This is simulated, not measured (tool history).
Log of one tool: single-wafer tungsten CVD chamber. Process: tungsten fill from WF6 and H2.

run  hour  heater temperature setpoint (deg C)  chamber pressure (Pa)  deposition time (s)  mean film thickness on the monitor wafer (Å)
  1     0                                  400                   5266                 20.4                                        677.02
  2   8.6                                  394                   5266                 20.4                                         607.9
  3  15.4                                  394                   5266                 20.4                                        607.83
  4  18.5                                  397                   5293                 20.4                                        643.56
     19.7  -- capacitance manometer re-zeroed and calibrated
  5  19.7                                  400                   5320                 20.4                                        671.96
  6  25.9                                  396                   5320                 20.4                                        620.83
  7  34.1                                  399                   5346                 20.4                                        651.62
  8  37.7                                  402                   5386                 20.4                                         703.2
  9  46.6                                  404                   5400                 20.4                                        728.72

Forecast run 10:
 10  49.6                                  405                   5413                 20.4                                             ?

mean film thickness on the monitor wafer (Å): 738.32

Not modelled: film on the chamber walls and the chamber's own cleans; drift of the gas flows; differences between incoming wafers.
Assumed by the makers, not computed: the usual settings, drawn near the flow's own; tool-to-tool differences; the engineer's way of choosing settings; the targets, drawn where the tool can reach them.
